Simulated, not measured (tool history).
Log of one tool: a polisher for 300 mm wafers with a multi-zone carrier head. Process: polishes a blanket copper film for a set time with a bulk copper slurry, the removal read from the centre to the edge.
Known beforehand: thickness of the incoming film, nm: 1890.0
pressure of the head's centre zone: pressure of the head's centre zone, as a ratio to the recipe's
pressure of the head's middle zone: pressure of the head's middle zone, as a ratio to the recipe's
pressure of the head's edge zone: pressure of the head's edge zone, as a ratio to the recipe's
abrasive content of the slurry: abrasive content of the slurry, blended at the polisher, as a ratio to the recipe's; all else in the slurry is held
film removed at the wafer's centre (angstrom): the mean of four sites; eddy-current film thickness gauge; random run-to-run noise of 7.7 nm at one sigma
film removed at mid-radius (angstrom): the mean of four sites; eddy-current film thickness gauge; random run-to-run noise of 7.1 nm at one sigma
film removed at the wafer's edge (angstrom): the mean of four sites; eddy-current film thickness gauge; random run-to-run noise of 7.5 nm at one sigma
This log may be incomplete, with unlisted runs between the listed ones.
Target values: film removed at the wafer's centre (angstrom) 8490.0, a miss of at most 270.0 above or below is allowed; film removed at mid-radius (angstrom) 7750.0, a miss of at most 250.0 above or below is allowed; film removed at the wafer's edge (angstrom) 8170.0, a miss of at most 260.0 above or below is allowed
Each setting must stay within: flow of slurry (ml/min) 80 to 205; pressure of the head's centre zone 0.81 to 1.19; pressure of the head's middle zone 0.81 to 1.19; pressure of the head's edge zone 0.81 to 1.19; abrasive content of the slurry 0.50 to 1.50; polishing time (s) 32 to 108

run	day	flow of slurry (ml/min)	pressure of the head's centre zone	pressure of the head's middle zone	pressure of the head's edge zone	abrasive content of the slurry	polishing time (s)	film removed at the wafer's centre (angstrom)	film removed at mid-radius (angstrom)	film removed at the wafer's edge (angstrom)
1	0.000	135	1.00	1.00	1.00	1.00	70	5883.6	6112.5	6284.5
2	0.271	145	1.03	1.01	1.03	1.10	70	6320.3	6385.6	6597.6
3	0.612	145	1.03	0.96	1.03	1.10	70	6365.2	6196.8	6650.8
4	0.742	155	1.05	0.97	1.05	1.20	70	6536.6	6356.0	6836.0
5	0.867	165	1.05	0.97	1.05	1.20	70	6745.6	6399.2	6891.7
6	1.225	165	1.05	0.92	1.05	1.20	70	6637.4	6190.4	6897.8
7	1.396	170	1.07	0.94	1.06	1.25	71	6959.8	6459.0	7242.2
8	1.712	175	1.09	0.96	1.06	1.30	71	7292.1	6683.5	7364.9
9	1.888	180	1.10	0.98	1.07	1.35	71	7464.1	6820.9	7499.7
10	2.196	180	1.10	0.98	1.07	1.35	71	7450.4	6916.3	7504.2
11	2.496	185	1.11	0.99	1.08	1.40	71	7588.1	7017.4	7536.3
12	2.667	185	1.12	1.00	1.09	1.40	72	7749.4	7124.5	7607.5
13	2.704	185	1.12	1.00	1.09	1.40	73	7795.8	7184.9	7971.7
14	3.038	190	1.13	1.01	1.09	1.40	73	8030.8	7293.7	7785.1
15	3.346	190	1.13	1.02	1.09	1.40	73	7899.9	7394.5	7788.9
16	3.412	190	1.14	1.02	1.09	1.40	73	7966.3	7542.4	7805.6
17	3.571	190	1.15	1.02	1.09	1.40	73	8018.5	7375.7	7877.1
18	3.604	190	1.16	1.02	1.09	1.40	73	8144.0	7260.5	7810.8

Next run, 4 choices. One meets every target within its allowed miss, the rest don't. Which?
A	3.638	155	1.19	1.07	1.10	1.50	75	?	?	?
B	3.638	200	1.09	1.19	1.08	1.50	70	?	?	?
C	3.638	205	1.13	1.15	1.02	1.50	71	?	?	?
D	3.638	195	1.19	0.95	1.16	1.50	71	?	?	?

move	film removed at the wafer's centre (angstrom)	film removed at mid-radius (angstrom)	film removed at the wafer's edge (angstrom)
A	8332.3	7706.8	8007.6
B	7491.3	8038.2	7582.9
C	7866.5	7977.3	7497.2
D	8164.4	6929.3	7978.9
A: meets every target
B: carries the result that was furthest off beyond its target, to the other side
C: brings the last run's worst result on target, with another outside its allowed miss
D: misses by more than the last run did
The move that meets every target is A.
